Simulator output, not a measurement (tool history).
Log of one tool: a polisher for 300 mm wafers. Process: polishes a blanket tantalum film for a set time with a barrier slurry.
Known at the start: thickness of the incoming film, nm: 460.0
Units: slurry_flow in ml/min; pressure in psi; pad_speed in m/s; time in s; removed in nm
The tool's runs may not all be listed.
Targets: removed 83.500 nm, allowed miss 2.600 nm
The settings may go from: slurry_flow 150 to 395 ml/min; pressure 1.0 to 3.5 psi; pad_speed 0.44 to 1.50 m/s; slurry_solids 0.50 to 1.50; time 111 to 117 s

run,hour,slurry_flow,pressure,pad_speed,slurry_solids,time,removed
1,0.0,250,2.2,0.96,1.00,111,165.200
2,7.0,250,2.0,0.94,1.00,111,146.030
3,15.0,250,1.8,0.92,1.00,111,128.050
4,17.5,300,1.8,0.92,1.00,111,130.780
5,20.7,300,1.8,0.92,1.00,117,138.610
6,26.1,300,1.6,0.90,1.00,117,121.940
7,30.3,300,1.5,0.88,1.00,117,111.090
8,34.4,300,1.4,0.88,1.00,117,103.210
9,35.4,300,1.4,0.88,1.00,117,105.220

Which of these 4 next moves meets every target?
A,36.4,285,1.5,0.66,1.10,112,?
B,36.4,345,1.5,0.68,1.15,117,?
C,36.4,290,1.5,0.70,1.05,115,?
D,36.4,300,1.0,0.94,1.15,111,?

move,removed
A,81.987
B,90.741
C,88.091
D,79.134
A: meets every target
B: nearer than the last run, and not there yet
C: nearer than the last run, and not there yet
D: takes the result that was furthest off past its target
Answer: A
